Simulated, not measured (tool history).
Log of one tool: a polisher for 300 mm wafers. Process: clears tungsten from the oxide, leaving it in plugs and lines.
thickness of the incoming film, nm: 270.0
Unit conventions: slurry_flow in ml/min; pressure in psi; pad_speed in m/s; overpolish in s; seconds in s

| run | hour | slurry_flow | pressure | pad_speed | slurry_solids | overpolish | seconds |
|---|---|---|---|---|---|---|---|
| 1 | 0.0 | 290 | 3.7 | 1.38 | 1.0 | 8 | 51.172 |
| 2 | 7.8 | 290 | 4.2 | 1.38 | 1.0 | 8 | 44.418 |
| 3 | 16.1 | 290 | 3.9 | 1.38 | 1.0 | 8 | 47.532 |
| 4 | 22.6 | 290 | 3.9 | 1.38 | 1.0 | 7 | 47.918 |
| 5 | 26.2 | 290 | 3.9 | 1.14 | 1.0 | 7 | 57.802 |
| 6 | 27.5 | 290 | 3.9 | 1.14 | 1.0 | 8 | 56.244 |

Run 7 is up next; what results do you expect?
| 7 | 34.5 | 290 | 3.8 | 1.14 | 1.0 | 8 | ? |

seconds: 59.625 s
